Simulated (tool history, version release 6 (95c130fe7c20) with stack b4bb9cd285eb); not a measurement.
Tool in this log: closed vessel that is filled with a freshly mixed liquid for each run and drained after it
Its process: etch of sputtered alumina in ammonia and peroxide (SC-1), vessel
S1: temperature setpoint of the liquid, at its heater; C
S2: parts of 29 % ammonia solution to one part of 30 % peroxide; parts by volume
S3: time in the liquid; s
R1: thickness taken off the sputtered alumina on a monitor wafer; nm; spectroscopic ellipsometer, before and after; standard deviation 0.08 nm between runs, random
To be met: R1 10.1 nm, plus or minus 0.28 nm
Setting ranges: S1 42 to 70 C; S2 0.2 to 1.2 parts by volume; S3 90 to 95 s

| run | day | S1 | S2 | S3 | R1 |
|---|---|---|---|---|---|
| 1 | 0 | 58 | 0.8 | 90 | 8.2415 |
| 2 | 0.033 | 58.5 | 0.8 | 90 | 8.5637 |
| 3 | 0.1 | 65 | 0.8 | 90 | 11.781 |
| 4 | 0.296 | 59 | 0.8 | 90 | 8.761 |
| 5 | 0.558 | 59 | 0.8 | 90 | 8.7125 |
| 6 | 0.738 | 52 | 0.8 | 90 | 6.0228 |
| 7 | 0.788 | 54 | 0.8 | 90 | 6.7315 |
| 8 | 0.917 | 55.5 | 0.8 | 90 | 7.3568 |
| 9 | 1.125 | 56.5 | 0.8 | 90 | 7.7651 |
| 10 | 1.308 | 57.5 | 0.8 | 90 | 8.0425 |
| 11 | 1.471 | 58.5 | 0.8 | 90 | 8.6511 |
| 12 | 1.838 | 59 | 0.8 | 90 | 8.7589 |
| 13 | 1.871 | 59.5 | 0.8 | 90 | 9.0337 |
| 14 | 2.096 | 60 | 0.8 | 90 | 9.2695 |
| 15 | 2.362 | 60.5 | 0.8 | 90 | 9.4347 |

Which one of the following 4 next-run settings gets every result inside its allowed miss? There is exactly one.
| A | 2.629 | 58.5 | 0.8 | 95 | ? |
| B | 2.629 | 57.5 | 0.85 | 95 | ? |
| C | 2.629 | 62 | 0.65 | 90 | ? |
| D | 2.629 | 58.5 | 0.7 | 90 | ? |

| move | R1 |
|---|---|
| A | 8.9334 |
| B | 8.5294 |
| C | 9.9287 |
| D | 8.3571 |
A: its largest miss is bigger than the last run's
B: its largest miss is bigger than the last run's
C: every result lands within tolerance
D: its largest miss is bigger than the last run's
The move that meets every target is C.

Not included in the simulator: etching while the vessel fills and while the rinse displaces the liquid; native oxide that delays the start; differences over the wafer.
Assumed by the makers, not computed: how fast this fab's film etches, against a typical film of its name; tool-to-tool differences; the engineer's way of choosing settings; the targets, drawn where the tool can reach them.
